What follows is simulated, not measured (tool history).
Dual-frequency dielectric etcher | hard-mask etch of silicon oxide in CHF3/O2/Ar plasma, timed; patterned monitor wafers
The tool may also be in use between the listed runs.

run  hour  source power (W)  bias power (W)  etch time (s)  mean etch depth across the wafer (nm)
  1   0.0               810             206           17.5                                 40.158
  2   5.3               810             206           17.5                                 40.294
  3  13.6               810             206           17.5                                 40.147
  4  18.8               810             230           17.5                                 42.208
  5  25.1               810             209           17.5                                 40.391
  6  27.6               730             209           17.5                                 38.847
  7  35.4               700             207           17.5                                 38.263
  8  37.2               560             197           17.5                                 34.875

The next listed run, before its measurement:
  9  38.0               570             198           17.5                                      ?

Run 9 gave mean etch depth across the wafer (nm) 34.847.

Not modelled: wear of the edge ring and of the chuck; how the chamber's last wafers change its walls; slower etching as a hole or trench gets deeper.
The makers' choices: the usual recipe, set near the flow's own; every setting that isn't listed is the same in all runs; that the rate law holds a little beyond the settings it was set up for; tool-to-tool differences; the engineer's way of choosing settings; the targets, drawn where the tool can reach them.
